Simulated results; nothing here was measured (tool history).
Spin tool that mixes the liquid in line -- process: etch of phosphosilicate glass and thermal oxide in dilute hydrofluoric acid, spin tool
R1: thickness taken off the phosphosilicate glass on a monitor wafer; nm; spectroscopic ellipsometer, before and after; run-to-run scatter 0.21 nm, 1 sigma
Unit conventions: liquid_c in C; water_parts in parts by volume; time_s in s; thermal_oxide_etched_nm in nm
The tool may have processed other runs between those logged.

run 1 hour=0.0 | liquid_c=26.0 water_parts=285 time_s=60 | R1=10.579 thermal_oxide_etched_nm=0.91542
run 2 hour=3.0 | liquid_c=29.0 water_parts=285 time_s=60 | R1=11.588 thermal_oxide_etched_nm=0.94173
run 3 hour=5.7 | liquid_c=26.0 water_parts=285 time_s=60 | R1=10.232 thermal_oxide_etched_nm=0.89762
run 4 hour=11.9 | liquid_c=26.5 water_parts=260 time_s=60 | R1=12.035 thermal_oxide_etched_nm=1.03960
run 5 hour=16.1 | liquid_c=26.5 water_parts=260 time_s=80 | R1=16.162 thermal_oxide_etched_nm=1.40800
run 6 hour=17.5 | liquid_c=27.0 water_parts=250 time_s=80 | R1=16.993 thermal_oxide_etched_nm=1.47520

For run 7, what comes out?
run 7 hour=25.9 | liquid_c=27.5 water_parts=245 time_s=80 | R1=? thermal_oxide_etched_nm=?

R1: 17.714 nm
thermal_oxide_etched_nm: 1.49310 nm
